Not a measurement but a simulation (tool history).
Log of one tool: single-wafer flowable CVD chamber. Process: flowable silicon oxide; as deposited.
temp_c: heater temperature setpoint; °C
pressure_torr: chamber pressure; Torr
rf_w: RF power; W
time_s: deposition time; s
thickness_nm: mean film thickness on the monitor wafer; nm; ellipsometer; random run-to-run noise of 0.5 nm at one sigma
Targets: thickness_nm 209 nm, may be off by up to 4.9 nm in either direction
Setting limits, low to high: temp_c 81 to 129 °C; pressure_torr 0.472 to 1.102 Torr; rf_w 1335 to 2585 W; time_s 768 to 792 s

{"run": 1, "hour": 0.0, "temp_c": 105, "pressure_torr": 0.787, "rf_w": 1960, "time_s": 768, "thickness_nm": 406.13}
{"run": 2, "hour": 3.5, "temp_c": 105, "pressure_torr": 0.787, "rf_w": 1960, "time_s": 768, "thickness_nm": 405.46}
{"run": 3, "hour": 4.4, "temp_c": 105, "pressure_torr": 0.787, "rf_w": 1860, "time_s": 768, "thickness_nm": 402.06}
{"run": 4, "hour": 8.0, "temp_c": 111, "pressure_torr": 0.786, "rf_w": 1860, "time_s": 768, "thickness_nm": 334.29}
{"run": 5, "hour": 16.0, "temp_c": 111, "pressure_torr": 0.786, "rf_w": 1685, "time_s": 768, "thickness_nm": 328.76}
{"run": 6, "hour": 22.9, "temp_c": 111, "pressure_torr": 0.895, "rf_w": 1685, "time_s": 768, "thickness_nm": 364.95}
{"run": 7, "hour": 30.5, "temp_c": 116, "pressure_torr": 0.893, "rf_w": 1685, "time_s": 768, "thickness_nm": 313.91}
{"run": 8, "hour": 31.4, "temp_c": 120, "pressure_torr": 0.892, "rf_w": 1685, "time_s": 768, "thickness_nm": 278.91}
{"run": 9, "hour": 34.6, "temp_c": 123, "pressure_torr": 0.889, "rf_w": 1685, "time_s": 768, "thickness_nm": 256.49}
{"run": 10, "hour": 37.1, "temp_c": 125, "pressure_torr": 0.882, "rf_w": 1685, "time_s": 768, "thickness_nm": 242.69}
{"run": 11, "hour": 42.0, "temp_c": 126, "pressure_torr": 0.873, "rf_w": 1685, "time_s": 768, "thickness_nm": 235.71}
{"run": 12, "hour": 46.4, "temp_c": 127, "pressure_torr": 0.863, "rf_w": 1680, "time_s": 768, "thickness_nm": 227.89}
{"run": 13, "hour": 49.3, "temp_c": 128, "pressure_torr": 0.854, "rf_w": 1675, "time_s": 768, "thickness_nm": 219.61}
{"run": 14, "hour": 54.1, "temp_c": 128, "pressure_torr": 0.848, "rf_w": 1675, "time_s": 768, "thickness_nm": 218.29}
{"run": 15, "hour": 60.6, "temp_c": 128, "pressure_torr": 0.843, "rf_w": 1675, "time_s": 768, "thickness_nm": 217.26}
{"run": 16, "hour": 63.8, "temp_c": 128, "pressure_torr": 0.84, "rf_w": 1675, "time_s": 768, "thickness_nm": 217.44}
{"run": 17, "hour": 69.2, "temp_c": 128, "pressure_torr": 0.836, "rf_w": 1675, "time_s": 768, "thickness_nm": 215.89}
{"run": 18, "hour": 74.5, "temp_c": 128, "pressure_torr": 0.836, "rf_w": 1675, "time_s": 768, "thickness_nm": 216.22}
{"run": 19, "hour": 76.6, "temp_c": 128, "pressure_torr": 0.834, "rf_w": 1675, "time_s": 768, "thickness_nm": 215.76}

Which one of the following 4 next-run settings gets every result inside its allowed miss? There is exactly one.
{"run": "A", "hour": 78.7, "temp_c": 125, "pressure_torr": 0.728, "rf_w": 1755, "time_s": 768, "thickness_nm": "?"}
{"run": "B", "hour": 78.7, "temp_c": 128, "pressure_torr": 0.81, "rf_w": 1935, "time_s": 774, "thickness_nm": "?"}
{"run": "C", "hour": 78.7, "temp_c": 128, "pressure_torr": 0.757, "rf_w": 1535, "time_s": 768, "thickness_nm": "?"}
{"run": "D", "hour": 78.7, "temp_c": 126, "pressure_torr": 0.775, "rf_w": 1895, "time_s": 780, "thickness_nm": "?"}

move=A thickness_nm=211.18
move=B thickness_nm=217.42
move=C thickness_nm=197.19
move=D thickness_nm=221.95
A: each result inside its tolerance
B: the biggest miss grows against the last run
C: carries the result that was furthest off beyond its target, to the other side
D: the biggest miss grows against the last run
Correct choice: A, which meets every target

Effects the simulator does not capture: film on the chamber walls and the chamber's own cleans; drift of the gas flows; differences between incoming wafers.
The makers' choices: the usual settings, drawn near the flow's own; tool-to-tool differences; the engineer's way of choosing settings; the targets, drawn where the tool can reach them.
